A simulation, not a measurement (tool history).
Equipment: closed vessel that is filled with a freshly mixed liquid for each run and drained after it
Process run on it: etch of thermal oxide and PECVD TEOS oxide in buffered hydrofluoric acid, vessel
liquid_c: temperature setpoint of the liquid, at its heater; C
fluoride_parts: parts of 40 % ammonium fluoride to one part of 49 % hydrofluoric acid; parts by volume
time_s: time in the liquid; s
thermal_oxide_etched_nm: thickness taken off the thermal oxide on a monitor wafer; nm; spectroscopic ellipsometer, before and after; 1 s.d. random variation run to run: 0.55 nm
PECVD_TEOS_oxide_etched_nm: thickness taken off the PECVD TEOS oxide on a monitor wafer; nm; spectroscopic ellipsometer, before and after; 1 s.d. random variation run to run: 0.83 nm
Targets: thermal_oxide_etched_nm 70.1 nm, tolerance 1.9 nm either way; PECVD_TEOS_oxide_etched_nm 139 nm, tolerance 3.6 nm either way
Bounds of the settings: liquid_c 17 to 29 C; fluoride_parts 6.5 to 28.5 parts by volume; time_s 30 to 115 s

run  hour  liquid_c  fluoride_parts  time_s  thermal_oxide_etched_nm  PECVD_TEOS_oxide_etched_nm
  1     0        21            17.5      60                   35.465                      71.048
  2   1.9        23            16.5      60                   41.697                       83.37
  3  10.1        23            16.5      80                    56.14                      111.74
  4  12.2      21.5            16.5      80                   50.985                      102.63
  5  17.4      21.5              20      80                   42.874                      85.501
  6  20.5      21.5              20      95                   50.412                      101.44
  7  22.5        23              20      95                   54.699                      108.94
  8  26.5        24              20      95                   58.059                      115.48
  9  34.5        25              20      95                   62.325                      122.45

Of the 4 settings listed for the next run, only one would bring every result within its allowed miss of target. Which one?
  A  42.5      28.5            25.5     105                        ?                           ?
  B  42.5      24.5              17     100                        ?                           ?
  C  42.5        25              18     105                        ?                           ?
  D  42.5        27              20     105                        ?                           ?

move  thermal_oxide_etched_nm  PECVD_TEOS_oxide_etched_nm
   A                   69.894                      137.37
   B                   74.374                      146.18
   C                   75.854                      149.09
   D                   76.179                      149.73
A: each result inside its tolerance
B: takes the biggest miss from the last run beyond its target
C: takes the biggest miss from the last run beyond its target
D: takes the biggest miss from the last run beyond its target
A is the move that brings every result within its allowed miss.
